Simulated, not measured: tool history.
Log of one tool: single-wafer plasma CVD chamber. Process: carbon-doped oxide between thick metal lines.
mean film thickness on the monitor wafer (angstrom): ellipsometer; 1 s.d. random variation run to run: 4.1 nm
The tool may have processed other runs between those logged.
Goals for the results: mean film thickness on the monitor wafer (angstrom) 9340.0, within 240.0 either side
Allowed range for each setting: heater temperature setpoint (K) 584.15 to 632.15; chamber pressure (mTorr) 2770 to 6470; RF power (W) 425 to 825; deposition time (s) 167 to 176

run,hour,heater temperature setpoint (K),chamber pressure (mTorr),RF power (W),deposition time (s),mean film thickness on the monitor wafer (angstrom)
1,0.0,608.15,4620,625,176,10574.0
2,1.9,609.15,4480,610,176,10340.0
3,6.4,609.15,3920,610,176,10232.0
4,12.9,610.15,3860,600,176,9915.0
5,18.8,610.15,3860,630,176,10279.0
6,23.1,612.15,3740,625,176,10140.0
7,30.2,613.15,3640,620,176,9987.3
8,33.8,614.15,3560,615,176,10011.0
9,34.8,615.15,3410,540,173,8681.6
10,41.2,614.15,3510,545,173,8874.4
11,42.5,613.15,3580,550,173,8901.7
12,45.4,612.15,3650,555,173,9094.1
13,47.7,611.15,3680,555,173,9095.7

Which one of the following 5 next-run settings gets every result inside its allowed miss? There is exactly one.
A,50.0,613.15,3790,545,170,?
B,50.0,608.15,3240,590,169,?
C,50.0,611.15,3550,530,172,?
D,50.0,618.15,3200,550,167,?
E,50.0,614.15,3040,570,167,?

move,mean film thickness on the monitor wafer (angstrom)
A,8795.4
B,9300.2
C,8664.1
D,8438.2
E,8732.5
A: lands further from the targets than the last run did
B: each result inside its tolerance
C: lands further from the targets than the last run did
D: lands further from the targets than the last run did
E: lands further from the targets than the last run did
So the answer is move B, the one that meets all the targets.
